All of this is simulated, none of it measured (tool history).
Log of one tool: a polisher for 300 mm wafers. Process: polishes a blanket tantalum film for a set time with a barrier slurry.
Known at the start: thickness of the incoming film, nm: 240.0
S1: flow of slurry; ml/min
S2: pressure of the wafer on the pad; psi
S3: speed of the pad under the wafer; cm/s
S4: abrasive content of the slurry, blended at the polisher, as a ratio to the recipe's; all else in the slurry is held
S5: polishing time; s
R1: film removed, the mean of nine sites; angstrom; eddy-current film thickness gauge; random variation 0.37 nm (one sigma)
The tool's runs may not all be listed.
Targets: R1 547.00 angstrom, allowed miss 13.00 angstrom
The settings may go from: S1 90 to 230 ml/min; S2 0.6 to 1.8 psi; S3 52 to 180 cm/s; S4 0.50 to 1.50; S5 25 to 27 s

run  hour   S1   S2   S3    S4  S5      R1
  1   0.0  150  1.2  116  1.00  27  353.61
  2   7.1  150  1.2  116  1.00  27  354.11
  3  11.2  115  1.2  116  1.00  27  331.98
  4  19.9   90  1.2  116  1.00  27  312.50
  5  24.8   90  1.2  116  1.00  25  284.08
  6  29.3  120  1.3  116  1.00  25  343.16
  7  30.1  140  1.4  116  1.00  25  376.38
  8  33.0  160  1.5  116  1.00  25  414.95
  9  37.8  175  1.6  116  1.00  25  443.86
 10  46.3  185  1.6  118  1.00  25  456.69
 11  49.4  190  1.6  118  1.00  25  457.28
 12  54.2  195  1.6  120  1.00  25  470.38
 13  61.6  200  1.6  120  1.00  25  477.15
 14  64.2  220  1.8  120  1.00  25  530.17

5 next moves are on the table. One of them brings every result within its allowed miss. Which?
  A  66.8  225  1.8  104  1.10  27   ?
  B  66.8  230  1.8  112  1.20  27   ?
  C  66.8  205  1.7  120  0.95  26   ?
  D  66.8  230  1.5  124  1.05  27   ?
  E  66.8  230  1.6  120  1.20  27   ?

move      R1
   A  516.27
   B  571.18
   C  506.84
   D  505.75
   E  544.23
A: further off than the last run
B: takes the result that was furthest off past its target
C: further off than the last run
D: further off than the last run
E: meets every target
Answer: E
